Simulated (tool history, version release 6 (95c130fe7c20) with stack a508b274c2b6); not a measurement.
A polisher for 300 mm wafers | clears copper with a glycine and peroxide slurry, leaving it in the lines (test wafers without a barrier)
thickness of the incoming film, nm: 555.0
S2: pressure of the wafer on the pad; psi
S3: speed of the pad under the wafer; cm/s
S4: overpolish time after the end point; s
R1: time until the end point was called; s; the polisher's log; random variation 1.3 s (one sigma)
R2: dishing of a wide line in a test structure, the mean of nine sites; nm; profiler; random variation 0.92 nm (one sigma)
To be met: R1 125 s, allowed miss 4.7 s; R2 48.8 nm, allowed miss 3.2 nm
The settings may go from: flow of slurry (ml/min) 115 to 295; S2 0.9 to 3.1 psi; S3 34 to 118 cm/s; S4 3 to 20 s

Run 1, hour 0: flow of slurry (ml/min) 190, S2 2 psi, S3 76 cm/s, S4 10 s. Result: R1 165.32 s, R2 25.101 nm.
Run 2, hour 6.7: flow of slurry (ml/min) 190, S2 2 psi, S3 60 cm/s, S4 10 s. Result: R1 192.25 s, R2 21.07 nm.
Run 3, hour 11.7: flow of slurry (ml/min) 190, S2 2 psi, S3 68 cm/s, S4 10 s. Result: R1 180.89 s, R2 22.841 nm.
Run 4, hour 17.1: flow of slurry (ml/min) 190, S2 2 psi, S3 58 cm/s, S4 10 s. Result: R1 199.48 s, R2 21.132 nm.
Run 5, hour 22: flow of slurry (ml/min) 190, S2 2.2 psi, S3 60 cm/s, S4 11 s. Result: R1 186.42 s, R2 24.711 nm.
Run 6, hour 25.2: flow of slurry (ml/min) 190, S2 2.4 psi, S3 64 cm/s, S4 12 s. Result: R1 168.8 s, R2 28.027 nm.
Run 7, hour 26.5: flow of slurry (ml/min) 190, S2 2.5 psi, S3 66 cm/s, S4 13 s. Result: R1 160.77 s, R2 32.331 nm.
Run 8, hour 34.4: flow of slurry (ml/min) 190, S2 2.6 psi, S3 68 cm/s, S4 13 s. Result: R1 154.81 s, R2 34.686 nm.
Run 9, hour 40.1: flow of slurry (ml/min) 190, S2 2.7 psi, S3 70 cm/s, S4 13 s. Result: R1 147.56 s, R2 34.094 nm.
Run 10, hour 42.4: flow of slurry (ml/min) 190, S2 2.8 psi, S3 72 cm/s, S4 13 s. Result: R1 143.92 s, R2 35.178 nm.

Which of these 4 next moves meets every target?
Run A, hour 44.7: flow of slurry (ml/min) 170, S2 3.1 psi, S3 78 cm/s, S4 9 s. Result: R1 ?, R2 ?.
Run B, hour 44.7: flow of slurry (ml/min) 195, S2 2.9 psi, S3 92 cm/s, S4 20 s. Result: R1 ?, R2 ?.
Run C, hour 44.7: flow of slurry (ml/min) 215, S2 2.4 psi, S3 66 cm/s, S4 11 s. Result: R1 ?, R2 ?.
Run D, hour 44.7: flow of slurry (ml/min) 190, S2 2.7 psi, S3 88 cm/s, S4 16 s. Result: R1 ?, R2 ?.

move      R1      R2
   A  128.09  29.559
   B  115.44  64.844
   C  164.98  28.167
   D  125.51  50.134
A: further off than the last run
B: takes the result that was furthest off past its target
C: further off than the last run
D: meets every target
Answer: D
